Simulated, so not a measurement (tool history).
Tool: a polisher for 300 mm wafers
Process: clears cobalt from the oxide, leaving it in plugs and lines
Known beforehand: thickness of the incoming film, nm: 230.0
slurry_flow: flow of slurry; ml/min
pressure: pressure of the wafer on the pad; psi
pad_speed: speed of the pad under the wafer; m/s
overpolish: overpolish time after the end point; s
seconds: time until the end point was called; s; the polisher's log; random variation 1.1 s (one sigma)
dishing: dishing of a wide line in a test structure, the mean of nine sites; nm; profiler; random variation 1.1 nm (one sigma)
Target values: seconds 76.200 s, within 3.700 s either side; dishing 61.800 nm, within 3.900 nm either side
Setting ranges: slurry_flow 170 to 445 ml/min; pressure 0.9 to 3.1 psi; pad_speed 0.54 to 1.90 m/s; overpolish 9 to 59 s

run,hour,slurry_flow,pressure,pad_speed,overpolish,seconds,dishing
1,0.0,285,2.0,1.22,30,49.824,61.027
2,6.9,285,1.6,1.22,30,61.695,54.857
3,11.4,285,1.6,1.22,17,61.944,41.370
4,12.8,285,1.6,1.08,17,68.570,37.949
5,21.4,285,1.6,1.08,30,68.414,53.702
6,23.0,285,1.5,1.08,32,72.348,53.047
7,29.5,285,1.5,1.08,32,73.626,53.942
# hour 33.5: head pressure recalibrated
8,33.5,285,1.5,1.08,34,66.189,58.335
9,37.8,285,1.4,1.06,36,72.106,54.164
10,40.7,285,1.4,1.04,39,71.230,59.281
11,41.9,285,1.3,1.04,40,78.465,56.733
12,43.7,285,1.3,1.04,41,78.686,57.396
13,49.1,285,1.4,1.04,49,70.942,63.255

4 next moves are on the table. One of them brings every result within its allowed miss. Which?
A,54.5,255,1.3,1.20,29,?,?
B,54.5,290,1.6,0.94,30,?,?
C,54.5,290,1.2,1.14,49,?,?
D,54.5,285,1.2,1.14,32,?,?

move,seconds,dishing
A,67.089,52.563
B,68.745,52.820
C,75.162,61.790
D,75.281,52.219
A: lands further from the targets than the last run did
B: lands further from the targets than the last run did
C: all results land within tolerance of their targets
D: corrects the largest miss of the last run, while another result sits out of spec
Move C is the one to make.

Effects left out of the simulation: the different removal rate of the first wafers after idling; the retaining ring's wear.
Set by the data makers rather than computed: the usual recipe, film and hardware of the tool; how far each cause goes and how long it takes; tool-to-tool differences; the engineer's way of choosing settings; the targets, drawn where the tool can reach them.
